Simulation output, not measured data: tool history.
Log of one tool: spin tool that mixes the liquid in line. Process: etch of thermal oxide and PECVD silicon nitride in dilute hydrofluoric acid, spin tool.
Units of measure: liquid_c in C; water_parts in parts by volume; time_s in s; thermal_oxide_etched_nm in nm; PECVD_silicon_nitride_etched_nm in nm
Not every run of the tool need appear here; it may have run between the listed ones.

run,hour,liquid_c,water_parts,time_s,thermal_oxide_etched_nm,PECVD_silicon_nitride_etched_nm
1,0,21,55,180,13.468,13.712
2,7.9,18.5,55,180,12.114,11.523
3,10.4,19.5,60,180,11.507,11.15
4,18.3,19.5,40,180,17.646,16.615
5,23.8,19.5,20,180,36.083,32.907
6,29.3,17,20,180,32.511,27.396
7,33,18.5,25,180,27.42,24.513
8,33.7,20,30,180,24.573,22.68
9,41.6,21,35,180,21.656,21.508
10,49.9,22,40,180,19.835,19.822
11,51.7,26,65,185,14.31,16.454
12,56.4,26.5,70,185,13.511,16.201

The next listed run, before its measurement:
13,57.2,26.5,75,185,?,?

{"run 13": {"thermal_oxide_etched_nm": 12.493, "PECVD_silicon_nitride_etched_nm": 15.158}}

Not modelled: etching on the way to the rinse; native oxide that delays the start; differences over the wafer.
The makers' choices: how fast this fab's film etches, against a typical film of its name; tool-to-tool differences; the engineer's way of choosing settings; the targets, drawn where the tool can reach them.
